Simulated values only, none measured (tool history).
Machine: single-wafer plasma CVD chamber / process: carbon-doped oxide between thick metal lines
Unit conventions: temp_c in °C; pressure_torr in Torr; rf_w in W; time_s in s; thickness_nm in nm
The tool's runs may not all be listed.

run 1 hour=0 | temp_c=335 pressure_torr=3.75 rf_w=415 time_s=89 | thickness_nm=375.39
run 2 hour=4.9 | temp_c=335 pressure_torr=3.98 rf_w=415 time_s=89 | thickness_nm=376.11
run 3 hour=11.5 | temp_c=335 pressure_torr=3.98 rf_w=415 time_s=89 | thickness_nm=377.77
run 4 hour=12.1 | temp_c=335 pressure_torr=4.52 rf_w=415 time_s=89 | thickness_nm=385.63
run 5 hour=18.3 | temp_c=337 pressure_torr=4.33 rf_w=400 time_s=89 | thickness_nm=368.29
run 6 hour=26.5 | temp_c=326 pressure_torr=4.33 rf_w=400 time_s=89 | thickness_nm=381.17
run 7 hour=31.6 | temp_c=328 pressure_torr=4.14 rf_w=390 time_s=89 | thickness_nm=371.6
run 8 hour=39.8 | temp_c=330 pressure_torr=3.99 rf_w=380 time_s=89 | thickness_nm=358.12

What does the tool deliver on the next run?
run 9 hour=40.7 | temp_c=332 pressure_torr=3.82 rf_w=375 time_s=89 | thickness_nm=?

{"run 9": {"thickness_nm": 348.62}}
